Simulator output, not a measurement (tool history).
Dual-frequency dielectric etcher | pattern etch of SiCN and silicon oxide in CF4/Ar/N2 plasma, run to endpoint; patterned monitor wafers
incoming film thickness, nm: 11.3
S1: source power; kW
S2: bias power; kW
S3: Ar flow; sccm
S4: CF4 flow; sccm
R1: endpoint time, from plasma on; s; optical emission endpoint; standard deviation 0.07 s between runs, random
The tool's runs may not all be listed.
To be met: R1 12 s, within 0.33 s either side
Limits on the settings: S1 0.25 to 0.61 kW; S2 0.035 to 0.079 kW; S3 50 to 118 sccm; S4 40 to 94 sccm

run    day    S1     S2  S3  S4      R1
  1      0  0.43  0.057  84  67  13.614
  2  0.262  0.43  0.051  84  67  14.247
  3  0.288  0.43  0.051  93  67  14.438
  4  0.312  0.45  0.051  93  67  13.626
  5  0.554  0.45  0.058  93  67  13.035
  6  0.758  0.45  0.052  93  67  13.656
  7  0.888  0.46  0.052  93  67  13.271
  8  1.108  0.47  0.052  93  67  13.043
  9  1.221  0.48  0.052  93  67   12.73

Which single option among these 5 for the next run brings every result within its allowed miss of target? Just one does.
  A  1.333  0.46   0.05   90  62   ?
  B  1.333  0.51  0.069  102  55   ?
  C  1.333  0.53  0.054   86  60   ?
  D  1.333  0.54  0.056   99  66   ?
  E  1.333  0.49  0.058   95  65   ?

move      R1
   A   13.51
   B  10.986
   C    11.3
   D  11.036
   E  11.949
A: further off than the last run
B: the result that was furthest off in the last run now lies on the other side of its target
C: the result that was furthest off in the last run now lies on the other side of its target
D: the result that was furthest off in the last run now lies on the other side of its target
E: every result within its allowed miss
The move that meets every target is E.
